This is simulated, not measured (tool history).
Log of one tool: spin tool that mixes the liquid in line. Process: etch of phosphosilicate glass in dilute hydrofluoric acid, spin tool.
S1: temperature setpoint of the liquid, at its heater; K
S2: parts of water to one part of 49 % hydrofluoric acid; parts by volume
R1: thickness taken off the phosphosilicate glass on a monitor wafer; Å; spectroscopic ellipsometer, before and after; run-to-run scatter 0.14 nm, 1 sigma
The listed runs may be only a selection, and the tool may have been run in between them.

Run 1, day 0: S1 296.15 K, S2 165 parts by volume, time under the liquid (s) 30. Result: R1 242.87 Å.
Run 2, day 0.308: S1 297.65 K, S2 160 parts by volume, time under the liquid (s) 30. Result: R1 267.79 Å.
Run 3, day 0.342: S1 298.65 K, S2 155 parts by volume, time under the liquid (s) 30. Result: R1 289.57 Å.
Run 4, day 0.521: S1 299.65 K, S2 155 parts by volume, time under the liquid (s) 30. Result: R1 300.29 Å.
Run 5, day 0.817: S1 299.65 K, S2 155 parts by volume, time under the liquid (s) 25. Result: R1 249.76 Å.
Run 6, day 0.996: S1 300.15 K, S2 145 parts by volume, time under the liquid (s) 25. Result: R1 276.79 Å.
Run 7, day 1.025: S1 300.65 K, S2 135 parts by volume, time under the liquid (s) 25. Result: R1 306.22 Å.
Run 8, day 1.175: S1 301.15 K, S2 130 parts by volume, time under the liquid (s) 25. Result: R1 326.87 Å.
Run 9, day 1.217: S1 301.65 K, S2 125 parts by volume, time under the liquid (s) 25. Result: R1 346.94 Å.
Run 10, day 1.571: S1 302.15 K, S2 125 parts by volume, time under the liquid (s) 25. Result: R1 356.78 Å.

Predict the results of run 11:
Run 11, day 1.692: S1 302.65 K, S2 125 parts by volume, time under the liquid (s) 25. Result: R1 ?.

Run 11 gave R1 361.92 Å.
